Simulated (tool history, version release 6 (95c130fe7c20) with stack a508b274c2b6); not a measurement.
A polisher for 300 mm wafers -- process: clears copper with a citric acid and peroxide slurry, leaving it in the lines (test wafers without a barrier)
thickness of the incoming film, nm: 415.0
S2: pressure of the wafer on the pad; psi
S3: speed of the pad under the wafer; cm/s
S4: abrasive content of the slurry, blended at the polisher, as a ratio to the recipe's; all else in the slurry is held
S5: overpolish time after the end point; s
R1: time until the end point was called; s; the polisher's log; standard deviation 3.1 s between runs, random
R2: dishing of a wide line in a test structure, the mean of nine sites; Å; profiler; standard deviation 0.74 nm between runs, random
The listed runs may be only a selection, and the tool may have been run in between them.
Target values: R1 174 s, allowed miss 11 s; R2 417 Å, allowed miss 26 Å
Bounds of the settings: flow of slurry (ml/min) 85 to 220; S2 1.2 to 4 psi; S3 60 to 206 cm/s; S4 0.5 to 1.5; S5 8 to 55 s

run 1 day=0 | flow_of_slurry_(ml/min)=140 S2=2.6 S3=132 S4=1 S5=28 | R1=153.89 R2=545.16
run 2 day=0.208 | flow_of_slurry_(ml/min)=140 S2=2.8 S3=132 S4=1 S5=28 | R1=143.79 R2=559.92
run 3 day=0.317 | flow_of_slurry_(ml/min)=140 S2=2.8 S3=132 S4=1.2 S5=28 | R1=143.84 R2=563.46
run 4 day=0.621 | flow_of_slurry_(ml/min)=140 S2=2.7 S3=132 S4=1.2 S5=27 | R1=149.35 R2=556.45
run 5 day=0.967 | flow_of_slurry_(ml/min)=140 S2=2.7 S3=132 S4=1.2 S5=15 | R1=146.64 R2=332.54
run 6 day=1.092 | flow_of_slurry_(ml/min)=140 S2=2.7 S3=132 S4=1.2 S5=11 | R1=147.94 R2=253.62
run 7 day=1.367 | flow_of_slurry_(ml/min)=140 S2=2.6 S3=132 S4=1.2 S5=14 | R1=149.66 R2=302.35
run 8 day=1.596 | flow_of_slurry_(ml/min)=140 S2=2.5 S3=132 S4=1.2 S5=16 | R1=158 R2=327
run 9 day=1.804 | flow_of_slurry_(ml/min)=140 S2=2.4 S3=134 S4=1.2 S5=17 | R1=154.55 R2=343.63
run 10 day=1.946 | flow_of_slurry_(ml/min)=140 S2=2.3 S3=134 S4=1.2 S5=18 | R1=156.74 R2=347.59
run 11 day=2.267 | flow_of_slurry_(ml/min)=130 S2=2 S3=130 S4=1.2 S5=29 | R1=187.41 R2=476.94

5 next moves are on the table. One of them brings every result within its allowed miss. Which?
run A day=2.588 | flow_of_slurry_(ml/min)=145 S2=1.6 S3=162 S4=1 S5=40 | R1=? R2=?
run B day=2.588 | flow_of_slurry_(ml/min)=130 S2=1.9 S3=120 S4=1.25 S5=25 | R1=? R2=?
run C day=2.588 | flow_of_slurry_(ml/min)=150 S2=1.9 S3=110 S4=0.9 S5=34 | R1=? R2=?
run D day=2.588 | flow_of_slurry_(ml/min)=175 S2=2 S3=150 S4=0.9 S5=31 | R1=? R2=?
run E day=2.588 | flow_of_slurry_(ml/min)=115 S2=1.9 S3=144 S4=1.25 S5=24 | R1=? R2=?

move=A R1=183.27 R2=630.57
move=B R1=203.8 R2=401.85
move=C R1=226.46 R2=476.1
move=D R1=169.42 R2=559.29
move=E R1=181.2 R2=428.61
A: misses by more than the last run did
B: corrects the largest miss of the last run, while another result sits out of spec
C: misses by more than the last run did
D: misses by more than the last run did
E: every result lands within tolerance
E meets every target.
